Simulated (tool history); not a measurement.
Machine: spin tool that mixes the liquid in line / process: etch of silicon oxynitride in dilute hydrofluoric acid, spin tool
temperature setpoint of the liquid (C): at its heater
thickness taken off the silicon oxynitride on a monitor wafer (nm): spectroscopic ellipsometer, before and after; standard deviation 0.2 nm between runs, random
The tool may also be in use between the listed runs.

run,hour,temperature setpoint of the liquid (C),parts of water to one part of 49 % hydrofluoric acid (parts by volume),time under the liquid (s),thickness taken off the silicon oxynitride on a monitor wafer (nm)
1,0,24,290,310,2.4435
2,2.2,24,200,310,3.8365
3,3.9,27,200,310,4.2879
4,4.4,27,165,310,5.4901
5,12.5,28,150,310,6.303
6,16.5,29,140,310,7.2352
7,20.7,29.5,140,310,7.4399
8,26.8,30,140,310,7.448

Estimate the outcome of run 9 from the log above:
9,27.4,30.5,135,310,?

Run 9 measured thickness taken off the silicon oxynitride on a monitor wafer (nm) 8.0434.

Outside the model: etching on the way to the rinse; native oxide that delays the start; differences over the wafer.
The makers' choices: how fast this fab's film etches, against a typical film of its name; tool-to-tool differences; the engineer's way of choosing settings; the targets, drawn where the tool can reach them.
